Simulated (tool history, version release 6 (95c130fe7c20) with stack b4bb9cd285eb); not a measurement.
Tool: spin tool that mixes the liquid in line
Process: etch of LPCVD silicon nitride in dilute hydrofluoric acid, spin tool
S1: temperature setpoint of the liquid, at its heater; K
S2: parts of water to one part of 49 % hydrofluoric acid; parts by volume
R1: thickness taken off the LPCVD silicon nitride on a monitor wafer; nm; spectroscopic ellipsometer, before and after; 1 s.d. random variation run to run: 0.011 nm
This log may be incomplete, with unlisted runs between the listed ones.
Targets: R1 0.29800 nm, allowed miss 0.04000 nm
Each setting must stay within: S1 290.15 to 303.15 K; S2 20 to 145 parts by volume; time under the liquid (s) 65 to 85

Run 1, hour 0.0: S1 295.15 K, S2 80 parts by volume, time under the liquid (s) 85. Result: R1 0.50378 nm.
Run 2, hour 3.2: S1 295.15 K, S2 80 parts by volume, time under the liquid (s) 85. Result: R1 0.47141 nm.
Run 3, hour 6.8: S1 295.15 K, S2 80 parts by volume, time under the liquid (s) 85. Result: R1 0.46579 nm.
Run 4, hour 10.6: S1 295.15 K, S2 80 parts by volume, time under the liquid (s) 85. Result: R1 0.48265 nm.
Run 5, hour 18.8: S1 294.15 K, S2 85 parts by volume, time under the liquid (s) 80. Result: R1 0.37874 nm.
At hour 27.2: hydrofluoric acid flow meter replaced.
Run 6, hour 27.2: S1 294.15 K, S2 85 parts by volume, time under the liquid (s) 85. Result: R1 0.39881 nm.
Run 7, hour 28.8: S1 293.65 K, S2 85 parts by volume, time under the liquid (s) 85. Result: R1 0.35663 nm.
Run 8, hour 34.7: S1 293.15 K, S2 85 parts by volume, time under the liquid (s) 85. Result: R1 0.37249 nm.
Run 9, hour 37.4: S1 292.65 K, S2 85 parts by volume, time under the liquid (s) 85. Result: R1 0.35346 nm.

Exercise: of the 5 proposed moves below, exactly one satisfies all targets within the stated allowed misses. Which move is it?
Run A, hour 40.1: S1 290.65 K, S2 85 parts by volume, time under the liquid (s) 75. Result: R1 ?.
Run B, hour 40.1: S1 291.15 K, S2 75 parts by volume, time under the liquid (s) 85. Result: R1 ?.
Run C, hour 40.1: S1 295.15 K, S2 80 parts by volume, time under the liquid (s) 80. Result: R1 ?.
Run D, hour 40.1: S1 292.15 K, S2 70 parts by volume, time under the liquid (s) 80. Result: R1 ?.
Run E, hour 40.1: S1 300.65 K, S2 135 parts by volume, time under the liquid (s) 85. Result: R1 ?.

move       R1
   A  0.28117
   B  0.37264
   C  0.43345
   D  0.40211
   E  0.39294
A: every result lands within tolerance
B: the biggest miss grows against the last run
C: the biggest miss grows against the last run
D: the biggest miss grows against the last run
E: the biggest miss grows against the last run
The move that meets every target is A.
